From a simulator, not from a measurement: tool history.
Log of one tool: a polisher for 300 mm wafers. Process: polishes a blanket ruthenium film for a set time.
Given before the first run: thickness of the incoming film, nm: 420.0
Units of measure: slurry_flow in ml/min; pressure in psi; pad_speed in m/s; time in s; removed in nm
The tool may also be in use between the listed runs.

run  hour  slurry_flow  pressure  pad_speed  time  removed
  1     0          160       2.6       0.98   121   183.38
  2   4.3          160       2.6       0.98   127   190.87
  3   7.2          160       2.3       0.96   127   169.63
  4  11.8          160       2.7       0.96   127   193.48
  5  14.1          160       2.1       0.96   127   160.04
  6  20.5          130       2.1       0.96   127   152.34
  7  23.1          130       1.9       0.94   127    136.2
  8    30          130       1.7       0.94   127   123.57
  9  37.3          130       1.6       0.94   127   124.56

For run 10, what comes out?
 10    39          130       1.5       0.92   127        ?

removed: 114.33 nm
